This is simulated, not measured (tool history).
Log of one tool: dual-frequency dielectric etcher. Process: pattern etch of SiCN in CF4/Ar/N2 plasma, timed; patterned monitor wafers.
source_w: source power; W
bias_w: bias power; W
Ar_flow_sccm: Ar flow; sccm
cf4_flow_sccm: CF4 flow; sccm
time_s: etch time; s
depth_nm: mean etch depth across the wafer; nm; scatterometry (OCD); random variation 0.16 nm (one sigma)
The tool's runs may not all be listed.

run,hour,source_w,bias_w,Ar_flow_sccm,cf4_flow_sccm,time_s,depth_nm
1,0,440,68,79,75,64.5,58.383
2,6.2,440,75,79,75,64.5,61.471
3,9,410,75,79,75,64.5,56.862
4,12.5,400,75,79,75,64.5,55.615
5,17.9,400,75,79,86,64.5,56.202
6,24.9,400,75,79,86,64.5,56.554
7,26.3,390,75,79,86,64.5,54.743

Forecast run 8:
# hour 31.3: CF4 flow controller replaced
8,31.3,380,75,79,86,64.5,?

{"run 8": {"depth_nm": 53.97}}

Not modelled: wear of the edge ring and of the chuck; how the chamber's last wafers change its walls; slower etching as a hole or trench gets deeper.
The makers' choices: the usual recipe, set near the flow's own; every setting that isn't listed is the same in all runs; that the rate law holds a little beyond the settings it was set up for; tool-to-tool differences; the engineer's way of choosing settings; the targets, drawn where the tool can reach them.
